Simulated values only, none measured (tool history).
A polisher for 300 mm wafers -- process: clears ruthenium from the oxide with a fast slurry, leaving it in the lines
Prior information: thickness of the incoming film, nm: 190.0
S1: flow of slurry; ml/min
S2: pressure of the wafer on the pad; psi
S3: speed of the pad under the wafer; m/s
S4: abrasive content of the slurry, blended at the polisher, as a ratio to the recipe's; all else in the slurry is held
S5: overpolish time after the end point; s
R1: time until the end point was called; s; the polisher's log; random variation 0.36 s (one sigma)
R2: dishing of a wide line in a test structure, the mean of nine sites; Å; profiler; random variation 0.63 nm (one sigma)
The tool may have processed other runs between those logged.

run	hour	S1	S2	S3	S4	S5	R1	R2
1	0.0	215	2.1	0.88	1.0	24	56.412	529.72
2	6.1	215	2.2	0.88	1.0	23	54.199	524.02
3	15.2	215	2.3	0.88	1.0	22	52.158	531.00
4	17.0	220	2.4	0.88	1.0	21	49.746	519.85
5	23.6	220	2.5	0.88	1.0	21	47.897	552.72
6	28.9	220	2.5	0.88	1.0	20	48.698	516.95
7	36.6	220	2.6	0.88	1.0	20	45.798	522.45

The next listed run, before its measurement:
8	44.4	225	2.8	0.88	1.0	20	?	?

R1: 41.961 s
R2: 557.91 Å

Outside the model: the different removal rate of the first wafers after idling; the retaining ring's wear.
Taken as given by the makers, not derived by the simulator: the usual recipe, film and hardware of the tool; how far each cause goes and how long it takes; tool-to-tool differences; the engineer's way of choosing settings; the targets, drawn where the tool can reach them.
